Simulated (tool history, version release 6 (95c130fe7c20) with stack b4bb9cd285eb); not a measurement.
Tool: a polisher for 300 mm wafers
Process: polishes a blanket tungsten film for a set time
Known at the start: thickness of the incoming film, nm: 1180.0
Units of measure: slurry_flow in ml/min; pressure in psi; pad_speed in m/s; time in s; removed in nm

run  hour  slurry_flow  pressure  pad_speed  slurry_solids  time  removed
  1   0.0          140       2.3       1.20            1.0    50   168.22
  2   5.6          140       2.3       1.20            1.0    50   173.02
  3  14.0          140       2.1       1.18            1.0    50   152.25
  4  22.6          140       1.9       1.18            1.0    50   139.86
  5  31.6          140       1.7       1.18            1.0    50   121.16
  6  34.9          140       1.6       1.18            1.0    50   117.25
  7  41.2          140       1.5       1.18            1.0    50   110.93
  8  46.9          140       1.5       1.18            1.0    50   111.94

Run 9, settings as shown, results not yet in. Your forecast:
  9  50.3          140       1.4       1.18            1.0    50        ?

removed: 103.26 nm
